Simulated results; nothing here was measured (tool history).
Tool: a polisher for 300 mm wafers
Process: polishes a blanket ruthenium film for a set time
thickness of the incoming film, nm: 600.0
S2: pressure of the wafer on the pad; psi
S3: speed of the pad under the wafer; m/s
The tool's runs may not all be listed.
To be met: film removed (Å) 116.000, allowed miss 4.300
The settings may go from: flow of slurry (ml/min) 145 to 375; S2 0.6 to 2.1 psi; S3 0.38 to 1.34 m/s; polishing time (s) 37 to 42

Run 1, hour 0.0: flow of slurry (ml/min) 240, S2 1.3 psi, S3 0.86 m/s, polishing time (s) 42. Result: film removed (Å) 320.170.
Run 2, hour 3.3: flow of slurry (ml/min) 240, S2 1.3 psi, S3 0.76 m/s, polishing time (s) 42. Result: film removed (Å) 284.570.
Run 3, hour 4.0: flow of slurry (ml/min) 240, S2 1.3 psi, S3 0.76 m/s, polishing time (s) 42. Result: film removed (Å) 282.290.
Run 4, hour 7.3: flow of slurry (ml/min) 240, S2 1.2 psi, S3 0.72 m/s, polishing time (s) 42. Result: film removed (Å) 251.800.
Run 5, hour 14.9: flow of slurry (ml/min) 240, S2 1.5 psi, S3 0.72 m/s, polishing time (s) 42. Result: film removed (Å) 307.290.
Run 6, hour 19.4: flow of slurry (ml/min) 240, S2 1.2 psi, S3 0.72 m/s, polishing time (s) 42. Result: film removed (Å) 249.550.
Run 7, hour 21.5: flow of slurry (ml/min) 240, S2 1.1 psi, S3 0.70 m/s, polishing time (s) 42. Result: film removed (Å) 225.110.
Run 8, hour 23.5: flow of slurry (ml/min) 235, S2 0.7 psi, S3 0.46 m/s, polishing time (s) 41. Result: film removed (Å) 97.584.
Run 9, hour 30.9: flow of slurry (ml/min) 245, S2 0.8 psi, S3 0.46 m/s, polishing time (s) 41. Result: film removed (Å) 110.950.
Run 10, hour 38.3: flow of slurry (ml/min) 255, S2 0.8 psi, S3 0.46 m/s, polishing time (s) 41. Result: film removed (Å) 109.630.
Run 11, hour 47.2: flow of slurry (ml/min) 255, S2 0.9 psi, S3 0.46 m/s, polishing time (s) 41. Result: film removed (Å) 125.310.
Run 12, hour 50.7: flow of slurry (ml/min) 250, S2 0.9 psi, S3 0.46 m/s, polishing time (s) 41. Result: film removed (Å) 123.250.
Run 13, hour 51.3: flow of slurry (ml/min) 235, S2 0.9 psi, S3 0.46 m/s, polishing time (s) 41. Result: film removed (Å) 122.200.
Run 14, hour 59.1: flow of slurry (ml/min) 235, S2 0.8 psi, S3 0.46 m/s, polishing time (s) 41. Result: film removed (Å) 110.070.
Run 15, hour 64.0: flow of slurry (ml/min) 240, S2 0.8 psi, S3 0.46 m/s, polishing time (s) 41. Result: film removed (Å) 110.950.
Run 16, hour 65.9: flow of slurry (ml/min) 245, S2 0.8 psi, S3 0.46 m/s, polishing time (s) 41. Result: film removed (Å) 110.640.
Run 17, hour 67.5: flow of slurry (ml/min) 250, S2 0.8 psi, S3 0.46 m/s, polishing time (s) 41. Result: film removed (Å) 110.170.

Which of these 4 next moves meets every target?
Run A, hour 69.1: flow of slurry (ml/min) 240, S2 0.7 psi, S3 0.46 m/s, polishing time (s) 42. Result: film removed (Å) ?.
Run B, hour 69.1: flow of slurry (ml/min) 310, S2 1.0 psi, S3 0.38 m/s, polishing time (s) 41. Result: film removed (Å) ?.
Run C, hour 69.1: flow of slurry (ml/min) 255, S2 0.8 psi, S3 0.42 m/s, polishing time (s) 42. Result: film removed (Å) ?.
Run D, hour 69.1: flow of slurry (ml/min) 260, S2 0.7 psi, S3 0.56 m/s, polishing time (s) 37. Result: film removed (Å) ?.

move  film removed (Å)
   A           101.960
   B           116.670
   C           105.780
   D           109.070
A: further off than the last run
B: meets every target
C: further off than the last run
D: further off than the last run
Move B is the one to make.
